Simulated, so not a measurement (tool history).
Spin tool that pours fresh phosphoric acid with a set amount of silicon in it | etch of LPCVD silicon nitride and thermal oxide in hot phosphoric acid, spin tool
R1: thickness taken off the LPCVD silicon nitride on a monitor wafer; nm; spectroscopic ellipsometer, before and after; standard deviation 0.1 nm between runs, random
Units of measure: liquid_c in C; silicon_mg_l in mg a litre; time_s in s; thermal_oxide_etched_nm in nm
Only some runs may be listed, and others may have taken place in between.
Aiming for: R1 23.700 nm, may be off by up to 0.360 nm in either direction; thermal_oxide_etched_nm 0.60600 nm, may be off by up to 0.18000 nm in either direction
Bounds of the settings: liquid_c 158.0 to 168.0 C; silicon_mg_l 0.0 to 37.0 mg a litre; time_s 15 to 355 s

{"run": 1, "hour": 0.0, "liquid_c": 163.0, "silicon_mg_l": 16.0, "time_s": 180, "R1": 16.525, "thermal_oxide_etched_nm": 0.36271}
{"run": 2, "hour": 2.0, "liquid_c": 161.5, "silicon_mg_l": 16.0, "time_s": 180, "R1": 15.769, "thermal_oxide_etched_nm": 0.34839}
{"run": 3, "hour": 3.1, "liquid_c": 162.0, "silicon_mg_l": 15.5, "time_s": 185, "R1": 16.471, "thermal_oxide_etched_nm": 0.36446}
{"run": 4, "hour": 10.5, "liquid_c": 162.5, "silicon_mg_l": 15.0, "time_s": 190, "R1": 17.283, "thermal_oxide_etched_nm": 0.32878}
{"run": 5, "hour": 13.9, "liquid_c": 164.5, "silicon_mg_l": 15.0, "time_s": 190, "R1": 18.281, "thermal_oxide_etched_nm": 0.44802}
{"run": 6, "hour": 14.8, "liquid_c": 165.0, "silicon_mg_l": 15.5, "time_s": 195, "R1": 19.066, "thermal_oxide_etched_nm": 0.52816}
{"run": 7, "hour": 18.6, "liquid_c": 165.0, "silicon_mg_l": 17.0, "time_s": 200, "R1": 19.646, "thermal_oxide_etched_nm": 0.50019}
{"run": 8, "hour": 26.4, "liquid_c": 165.5, "silicon_mg_l": 18.0, "time_s": 200, "R1": 20.002, "thermal_oxide_etched_nm": 0.54465}
{"run": 9, "hour": 34.9, "liquid_c": 165.5, "silicon_mg_l": 19.5, "time_s": 200, "R1": 20.084, "thermal_oxide_etched_nm": 0.5505}
{"run": 10, "hour": 42.6, "liquid_c": 165.5, "silicon_mg_l": 21.0, "time_s": 200, "R1": 19.978, "thermal_oxide_etched_nm": 0.43974}
{"run": 11, "hour": 46.5, "liquid_c": 167.0, "silicon_mg_l": 21.5, "time_s": 210, "R1": 22.076, "thermal_oxide_etched_nm": 0.46257}
{"run": 12, "hour": 51.6, "liquid_c": 167.0, "silicon_mg_l": 21.0, "time_s": 210, "R1": 22.022, "thermal_oxide_etched_nm": 0.52297}
{"run": 13, "hour": 54.8, "liquid_c": 167.5, "silicon_mg_l": 20.5, "time_s": 215, "R1": 23.159, "thermal_oxide_etched_nm": 0.56682}

Which single option among these 4 for the next run brings every result within its allowed miss of target? Just one does.
{"run": "A", "hour": 58.0, "liquid_c": 166.5, "silicon_mg_l": 31.5, "time_s": 220, "R1": "?", "thermal_oxide_etched_nm": "?"}
{"run": "B", "hour": 58.0, "liquid_c": 166.5, "silicon_mg_l": 18.0, "time_s": 230, "R1": "?", "thermal_oxide_etched_nm": "?"}
{"run": "C", "hour": 58.0, "liquid_c": 167.0, "silicon_mg_l": 17.5, "time_s": 215, "R1": "?", "thermal_oxide_etched_nm": "?"}
{"run": "D", "hour": 58.0, "liquid_c": 167.0, "silicon_mg_l": 23.0, "time_s": 215, "R1": "?", "thermal_oxide_etched_nm": "?"}

move=A R1=22.553 thermal_oxide_etched_nm=0.29291
move=B R1=23.579 thermal_oxide_etched_nm=0.48214
move=C R1=22.403 thermal_oxide_etched_nm=0.47349
move=D R1=22.403 thermal_oxide_etched_nm=0.40405
A: its largest miss is bigger than the last run's
B: meets every target
C: its largest miss is bigger than the last run's
D: its largest miss is bigger than the last run's
The right move is B.

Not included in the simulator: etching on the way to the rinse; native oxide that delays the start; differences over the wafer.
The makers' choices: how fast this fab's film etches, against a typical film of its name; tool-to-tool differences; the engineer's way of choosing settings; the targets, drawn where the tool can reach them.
